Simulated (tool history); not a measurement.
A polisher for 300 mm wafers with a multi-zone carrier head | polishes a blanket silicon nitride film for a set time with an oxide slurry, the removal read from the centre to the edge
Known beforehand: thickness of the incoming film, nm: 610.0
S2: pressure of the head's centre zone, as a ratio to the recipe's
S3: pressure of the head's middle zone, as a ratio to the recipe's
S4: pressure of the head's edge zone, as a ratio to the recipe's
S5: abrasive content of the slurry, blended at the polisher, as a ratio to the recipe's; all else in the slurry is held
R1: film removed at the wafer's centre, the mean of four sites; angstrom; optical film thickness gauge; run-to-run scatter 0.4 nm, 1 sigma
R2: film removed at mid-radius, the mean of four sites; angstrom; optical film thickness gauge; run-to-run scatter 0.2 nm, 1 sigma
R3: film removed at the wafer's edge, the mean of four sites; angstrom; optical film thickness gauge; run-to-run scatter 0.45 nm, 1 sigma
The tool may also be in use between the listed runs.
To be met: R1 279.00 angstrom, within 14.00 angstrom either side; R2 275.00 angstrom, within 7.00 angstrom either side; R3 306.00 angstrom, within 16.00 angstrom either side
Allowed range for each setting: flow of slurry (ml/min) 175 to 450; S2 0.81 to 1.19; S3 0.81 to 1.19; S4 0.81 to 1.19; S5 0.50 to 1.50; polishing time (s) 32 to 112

{"run": 1, "hour": 0.0, "flow of slurry (ml/min)": 290, "S2": 1.0, "S3": 1.0, "S4": 1.0, "S5": 1.0, "polishing time (s)": 72, "R1": 677.95, "R2": 723.42, "R3": 715.99}
{"run": 2, "hour": 4.6, "flow of slurry (ml/min)": 280, "S2": 0.99, "S3": 0.98, "S4": 0.99, "S5": 0.95, "polishing time (s)": 66, "R1": 589.61, "R2": 629.74, "R3": 644.61}
{"run": 3, "hour": 9.0, "flow of slurry (ml/min)": 275, "S2": 0.99, "S3": 0.97, "S4": 0.97, "S5": 0.9, "polishing time (s)": 61, "R1": 540.15, "R2": 566.86, "R3": 576.25}
{"run": 4, "hour": 12.4, "flow of slurry (ml/min)": 275, "S2": 0.99, "S3": 0.89, "S4": 0.97, "S5": 0.9, "polishing time (s)": 61, "R1": 534.84, "R2": 515.11, "R3": 582.74}
{"run": 5, "hour": 14.7, "flow of slurry (ml/min)": 275, "S2": 0.96, "S3": 0.89, "S4": 0.97, "S5": 0.9, "polishing time (s)": 61, "R1": 508.21, "R2": 520.05, "R3": 587.92}
{"run": 6, "hour": 22.7, "flow of slurry (ml/min)": 275, "S2": 0.96, "S3": 0.89, "S4": 0.97, "S5": 0.9, "polishing time (s)": 46, "R1": 386.84, "R2": 396.59, "R3": 434.51}
{"hour": 30.4, "done": "centre zone pressure recalibrated"}
{"run": 7, "hour": 30.4, "flow of slurry (ml/min)": 280, "S2": 0.96, "S3": 0.88, "S4": 0.96, "S5": 0.85, "polishing time (s)": 45, "R1": 384.25, "R2": 364.72, "R3": 402.55}
{"run": 8, "hour": 34.1, "flow of slurry (ml/min)": 280, "S2": 0.94, "S3": 0.88, "S4": 0.95, "S5": 0.8, "polishing time (s)": 45, "R1": 382.46, "R2": 358.66, "R3": 396.59}
{"run": 9, "hour": 37.8, "flow of slurry (ml/min)": 275, "S2": 0.92, "S3": 0.88, "S4": 0.96, "S5": 0.75, "polishing time (s)": 44, "R1": 342.58, "R2": 340.87, "R3": 373.58}
{"run": 10, "hour": 43.7, "flow of slurry (ml/min)": 275, "S2": 0.91, "S3": 0.87, "S4": 0.95, "S5": 0.7, "polishing time (s)": 44, "R1": 324.61, "R2": 325.15, "R3": 360.99}
{"run": 11, "hour": 48.1, "flow of slurry (ml/min)": 275, "S2": 0.9, "S3": 0.86, "S4": 0.94, "S5": 0.7, "polishing time (s)": 44, "R1": 324.63, "R2": 316.32, "R3": 361.79}
{"run": 12, "hour": 56.3, "flow of slurry (ml/min)": 275, "S2": 0.89, "S3": 0.86, "S4": 0.93, "S5": 0.7, "polishing time (s)": 44, "R1": 321.68, "R2": 320.42, "R3": 355.61}
{"run": 13, "hour": 64.7, "flow of slurry (ml/min)": 255, "S2": 0.86, "S3": 0.81, "S4": 0.88, "S5": 0.5, "polishing time (s)": 42, "R1": 236.41, "R2": 235.36, "R3": 261.07}
{"run": 14, "hour": 73.5, "flow of slurry (ml/min)": 255, "S2": 0.86, "S3": 0.81, "S4": 0.88, "S5": 0.5, "polishing time (s)": 42, "R1": 239.06, "R2": 234.95, "R3": 269.45}

Which of these 5 next moves meets every target?
{"run": "A", "hour": 82.3, "flow of slurry (ml/min)": 285, "S2": 0.88, "S3": 1.03, "S4": 0.81, "S5": 0.6, "polishing time (s)": 39, "R1": "?", "R2": "?", "R3": "?"}
{"run": "B", "hour": 82.3, "flow of slurry (ml/min)": 275, "S2": 1.03, "S3": 0.82, "S4": 0.82, "S5": 0.55, "polishing time (s)": 43, "R1": "?", "R2": "?", "R3": "?"}
{"run": "C", "hour": 82.3, "flow of slurry (ml/min)": 280, "S2": 0.97, "S3": 0.88, "S4": 0.81, "S5": 0.5, "polishing time (s)": 43, "R1": "?", "R2": "?", "R3": "?"}
{"run": "D", "hour": 82.3, "flow of slurry (ml/min)": 325, "S2": 1.0, "S3": 0.81, "S4": 0.84, "S5": 0.65, "polishing time (s)": 41, "R1": "?", "R2": "?", "R3": "?"}
{"run": "E", "hour": 82.3, "flow of slurry (ml/min)": 345, "S2": 0.86, "S3": 0.82, "S4": 0.85, "S5": 0.65, "polishing time (s)": 40, "R1": "?", "R2": "?", "R3": "?"}

move=A R1=255.50 R2=305.27 R3=271.05
move=B R1=309.45 R2=262.29 R3=284.33
move=C R1=274.80 R2=261.74 R3=265.94
move=D R1=323.98 R2=279.40 R3=307.78
move=E R1=274.27 R2=277.06 R3=303.05
A: the result that was furthest off in the last run now lies on the other side of its target
B: better than the last run, though not everything is in spec
C: better than the last run, though not everything is in spec
D: corrects the largest miss of the last run, while another result sits out of spec
E: in spec on every target
The move that meets every target is E.
